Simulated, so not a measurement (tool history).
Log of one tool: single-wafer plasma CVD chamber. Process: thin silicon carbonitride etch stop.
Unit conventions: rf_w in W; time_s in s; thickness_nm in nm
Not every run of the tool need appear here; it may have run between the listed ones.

{"run": 1, "hour": 0.0, "rf_w": 175, "time_s": 20.0, "thickness_nm": 11.145}
{"run": 2, "hour": 4.6, "rf_w": 155, "time_s": 20.0, "thickness_nm": 10.672}
{"run": 3, "hour": 9.6, "rf_w": 175, "time_s": 20.0, "thickness_nm": 11.156}
{"run": 4, "hour": 11.9, "rf_w": 175, "time_s": 21.9, "thickness_nm": 12.114}
{"run": 5, "hour": 17.1, "rf_w": 175, "time_s": 23.5, "thickness_nm": 13.046}
{"run": 6, "hour": 22.6, "rf_w": 180, "time_s": 23.6, "thickness_nm": 13.223}
{"run": 7, "hour": 27.1, "rf_w": 185, "time_s": 23.7, "thickness_nm": 13.289}

Run 8, settings as shown, results not yet in. Your forecast:
{"run": 8, "hour": 34.6, "rf_w": 185, "time_s": 23.8, "thickness_nm": "?"}

thickness_nm: 13.278 nm
